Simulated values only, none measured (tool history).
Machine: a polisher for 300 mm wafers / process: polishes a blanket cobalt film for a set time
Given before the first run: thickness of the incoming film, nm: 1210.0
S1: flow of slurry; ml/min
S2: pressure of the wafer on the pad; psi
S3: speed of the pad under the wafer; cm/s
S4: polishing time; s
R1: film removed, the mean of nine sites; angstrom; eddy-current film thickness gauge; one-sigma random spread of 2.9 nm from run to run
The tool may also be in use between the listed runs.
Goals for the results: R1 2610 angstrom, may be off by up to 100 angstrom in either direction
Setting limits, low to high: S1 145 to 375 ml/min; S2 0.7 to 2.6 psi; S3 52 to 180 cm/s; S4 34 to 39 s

run	hour	S1	S2	S3	S4	R1
1	0	240	1.6	116	39	1765.7
2	2.2	240	1.6	126	39	1909.5
3	6.6	205	1.6	126	39	1860
4	12.4	205	1.6	136	39	1944.5
5	15.5	225	1.7	136	39	2125.4
6	16.3	275	1.7	136	39	2165.5
7	17.9	275	1.8	136	39	2256.2
8	24.9	275	1.9	136	39	2393.7

Which one of the following 5 next-run settings gets every result inside its allowed miss? There is exactly one.
A	31.9	300	1.9	138	34	?
B	31.9	280	2	128	36	?
C	31.9	205	2.3	134	37	?
D	31.9	330	1.8	118	39	?
E	31.9	260	1.9	138	34	?

move	R1
A	2158
B	2252.5
C	2645.1
D	2103.7
E	2126.5
A: misses by more than the last run did
B: misses by more than the last run did
C: all results in spec
D: misses by more than the last run did
E: misses by more than the last run did
Move C is the one to make.
